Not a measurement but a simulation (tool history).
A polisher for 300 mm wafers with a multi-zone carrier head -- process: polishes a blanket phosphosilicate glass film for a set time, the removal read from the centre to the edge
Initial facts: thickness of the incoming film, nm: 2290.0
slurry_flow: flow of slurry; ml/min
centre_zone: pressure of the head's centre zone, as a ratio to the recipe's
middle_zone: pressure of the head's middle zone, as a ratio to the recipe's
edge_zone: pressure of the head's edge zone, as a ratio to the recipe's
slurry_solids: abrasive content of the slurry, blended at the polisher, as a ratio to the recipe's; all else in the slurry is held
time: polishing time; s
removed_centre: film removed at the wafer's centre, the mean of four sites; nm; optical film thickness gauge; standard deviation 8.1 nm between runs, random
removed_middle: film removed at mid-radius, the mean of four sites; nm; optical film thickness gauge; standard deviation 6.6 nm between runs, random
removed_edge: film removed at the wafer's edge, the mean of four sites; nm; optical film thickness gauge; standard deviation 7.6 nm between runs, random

{"run": 1, "hour": 0.0, "slurry_flow": 235, "centre_zone": 1, "middle_zone": 1, "edge_zone": 1, "slurry_solids": 1, "time": 70, "removed_centre": 613.13, "removed_middle": 624.08, "removed_edge": 654.26}
{"run": 2, "hour": 7.3, "slurry_flow": 235, "centre_zone": 1.08, "middle_zone": 1, "edge_zone": 1, "slurry_solids": 1, "time": 70, "removed_centre": 666.04, "removed_middle": 626.5, "removed_edge": 638.01}
{"run": 3, "hour": 14.6, "slurry_flow": 230, "centre_zone": 1.09, "middle_zone": 0.97, "edge_zone": 0.98, "slurry_solids": 0.95, "time": 70, "removed_centre": 669.47, "removed_middle": 610.71, "removed_edge": 629.15}
{"run": 4, "hour": 20.2, "slurry_flow": 230, "centre_zone": 1.09, "middle_zone": 0.97, "edge_zone": 1.05, "slurry_solids": 0.95, "time": 70, "removed_centre": 679.77, "removed_middle": 587.23, "removed_edge": 643.12}
{"run": 5, "hour": 25.3, "slurry_flow": 230, "centre_zone": 1.1, "middle_zone": 0.97, "edge_zone": 1.04, "slurry_solids": 0.9, "time": 70, "removed_centre": 645.2, "removed_middle": 575.39, "removed_edge": 619.97}
{"run": 6, "hour": 27.8, "slurry_flow": 255, "centre_zone": 1.1, "middle_zone": 0.97, "edge_zone": 1.04, "slurry_solids": 0.9, "time": 70, "removed_centre": 668.43, "removed_middle": 598.43, "removed_edge": 616.33}
{"run": 7, "hour": 36.8, "slurry_flow": 250, "centre_zone": 1.11, "middle_zone": 0.96, "edge_zone": 1.04, "slurry_solids": 0.85, "time": 70, "removed_centre": 640.83, "removed_middle": 565.34, "removed_edge": 623.82}

Run 8, settings as shown, results not yet in. Your forecast:
{"run": 8, "hour": 43.2, "slurry_flow": 250, "centre_zone": 1.13, "middle_zone": 0.96, "edge_zone": 1.03, "slurry_solids": 0.85, "time": 69, "removed_centre": "?", "removed_middle": "?", "removed_edge": "?"}

{"run 8": {"removed_centre": 639.85, "removed_middle": 551.52, "removed_edge": 599.22}}

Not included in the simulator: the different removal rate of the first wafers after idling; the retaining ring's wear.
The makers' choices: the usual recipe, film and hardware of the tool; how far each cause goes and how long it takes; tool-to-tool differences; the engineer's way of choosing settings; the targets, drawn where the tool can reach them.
